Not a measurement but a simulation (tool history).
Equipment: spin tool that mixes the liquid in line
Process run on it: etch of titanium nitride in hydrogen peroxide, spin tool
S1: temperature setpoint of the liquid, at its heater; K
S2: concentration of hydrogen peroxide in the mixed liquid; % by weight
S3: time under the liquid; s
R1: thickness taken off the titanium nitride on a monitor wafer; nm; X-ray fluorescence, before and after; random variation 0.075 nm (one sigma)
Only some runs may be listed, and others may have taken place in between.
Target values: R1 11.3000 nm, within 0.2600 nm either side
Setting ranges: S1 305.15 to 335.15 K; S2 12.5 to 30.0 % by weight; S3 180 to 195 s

{"run": 1, "hour": 0.0, "S1": 319.15, "S2": 23.5, "S3": 180, "R1": 8.3924}
{"run": 2, "hour": 3.3, "S1": 319.15, "S2": 20.0, "S3": 180, "R1": 8.1041}
{"run": 3, "hour": 9.5, "S1": 319.15, "S2": 22.0, "S3": 180, "R1": 8.2824}
{"run": 4, "hour": 17.5, "S1": 319.15, "S2": 24.0, "S3": 180, "R1": 8.4202}
{"run": 5, "hour": 22.9, "S1": 320.15, "S2": 24.0, "S3": 180, "R1": 9.2223}
{"run": 6, "hour": 26.0, "S1": 320.65, "S2": 24.0, "S3": 180, "R1": 9.3973}
{"run": 7, "hour": 30.6, "S1": 321.15, "S2": 24.0, "S3": 180, "R1": 9.6742}
{"run": 8, "hour": 37.6, "S1": 321.65, "S2": 24.0, "S3": 180, "R1": 10.226}
{"run": 9, "hour": 42.1, "S1": 322.15, "S2": 24.0, "S3": 180, "R1": 10.526}
{"run": 10, "hour": 50.1, "S1": 322.65, "S2": 24.0, "S3": 180, "R1": 10.906}

Which single option among these 5 for the next run brings every result within its allowed miss of target? Just one does.
{"run": "A", "hour": 58.1, "S1": 321.15, "S2": 26.0, "S3": 195, "R1": "?"}
{"run": "B", "hour": 58.1, "S1": 322.15, "S2": 25.5, "S3": 180, "R1": "?"}
{"run": "C", "hour": 58.1, "S1": 323.15, "S2": 24.5, "S3": 180, "R1": "?"}
{"run": "D", "hour": 58.1, "S1": 322.15, "S2": 29.0, "S3": 195, "R1": "?"}
{"run": "E", "hour": 58.1, "S1": 321.65, "S2": 27.5, "S3": 180, "R1": "?"}

move=A R1=10.8050
move=B R1=10.6820
move=C R1=11.3850
move=D R1=11.9040
move=E R1=10.4720
A: misses by more than the last run did
B: misses by more than the last run did
C: all results in spec
D: pushes the last run's worst result past its target
E: misses by more than the last run did
Answer: C
